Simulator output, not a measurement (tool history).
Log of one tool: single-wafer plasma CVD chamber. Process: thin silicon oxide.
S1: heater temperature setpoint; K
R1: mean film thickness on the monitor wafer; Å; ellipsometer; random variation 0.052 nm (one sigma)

{"run": 1, "day": 0.0, "S1": 678.15, "chamber pressure (Torr)": 0.577, "RF power (kW)": 0.255, "deposition time (s)": 8.66, "R1": 106.22}
{"run": 2, "day": 0.212, "S1": 678.15, "chamber pressure (Torr)": 0.566, "RF power (kW)": 0.255, "deposition time (s)": 8.66, "R1": 104.88}
{"run": 3, "day": 0.346, "S1": 678.15, "chamber pressure (Torr)": 0.636, "RF power (kW)": 0.255, "deposition time (s)": 8.66, "R1": 116.12}
{"run": 4, "day": 0.421, "S1": 678.15, "chamber pressure (Torr)": 0.636, "RF power (kW)": 0.285, "deposition time (s)": 8.66, "R1": 121.08}
{"run": 5, "day": 0.517, "S1": 678.15, "chamber pressure (Torr)": 0.715, "RF power (kW)": 0.285, "deposition time (s)": 8.66, "R1": 137.77}
{"run": 6, "day": 0.579, "S1": 678.15, "chamber pressure (Torr)": 0.757, "RF power (kW)": 0.285, "deposition time (s)": 8.66, "R1": 144.99}
{"run": 7, "day": 0.908, "S1": 678.15, "chamber pressure (Torr)": 0.709, "RF power (kW)": 0.28, "deposition time (s)": 8.66, "R1": 134.87}

The next listed run, before its measurement:
{"run": 8, "day": 1.258, "S1": 678.15, "chamber pressure (Torr)": 0.67, "RF power (kW)": 0.28, "deposition time (s)": 8.66, "R1": "?"}

{"run 8": {"R1": 128.49}}
